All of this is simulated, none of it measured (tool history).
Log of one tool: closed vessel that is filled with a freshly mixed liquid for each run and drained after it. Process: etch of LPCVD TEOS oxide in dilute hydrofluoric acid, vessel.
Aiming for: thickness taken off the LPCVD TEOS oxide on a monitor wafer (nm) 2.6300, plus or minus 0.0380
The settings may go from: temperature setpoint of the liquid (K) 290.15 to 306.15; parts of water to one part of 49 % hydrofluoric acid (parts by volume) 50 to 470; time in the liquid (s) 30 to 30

run	hour	temperature setpoint of the liquid (K)	parts of water to one part of 49 % hydrofluoric acid (parts by volume)	time in the liquid (s)	thickness taken off the LPCVD TEOS oxide on a monitor wafer (nm)
1	0.0	298.15	260	30	4.3603
2	4.0	298.15	340	30	3.0804
3	11.8	297.15	340	30	2.9743
4	14.8	297.15	340	30	2.9811
5	21.3	295.65	340	30	2.8254
6	23.8	295.15	340	30	2.7585
7	32.7	294.65	340	30	2.7164
8	40.8	294.15	340	30	2.6798

5 candidate next runs follow, results not yet known. Just one meets every target within its allowed miss. Identify it.
A	48.9	292.65	320	30	?
B	48.9	295.15	355	30	?
C	48.9	293.15	320	30	?
D	48.9	292.65	340	30	?
E	48.9	290.15	295	30	?

move	thickness taken off the LPCVD TEOS oxide on a monitor wafer (nm)
A	2.7603
B	2.6294
C	2.8099
D	2.5522
E	2.7941
A: moves away from the targets compared with the last run
B: every result within its allowed miss
C: moves away from the targets compared with the last run
D: takes the biggest miss from the last run beyond its target
E: moves away from the targets compared with the last run
So the answer is move B, the one that meets all the targets.
